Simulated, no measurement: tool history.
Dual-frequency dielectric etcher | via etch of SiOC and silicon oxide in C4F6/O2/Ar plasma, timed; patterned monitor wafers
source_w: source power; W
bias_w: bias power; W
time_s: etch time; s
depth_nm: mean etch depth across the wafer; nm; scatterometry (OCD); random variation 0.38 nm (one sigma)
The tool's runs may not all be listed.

run  hour  source_w  bias_w  time_s  depth_nm
  1     0       400     222   110.5    125.19
  2   4.2       400     241   110.5    128.13
  3   8.9       400     241   115.5     133.2
  4  12.1       380     229   114.5    127.65
  5  18.4       380     229   110.5    123.13
  6  24.2       440     229   110.5    130.19

The next listed run, before its measurement:
  7    30       410     220   110.5         ?

{"run 7": {"depth_nm": 125.37}}
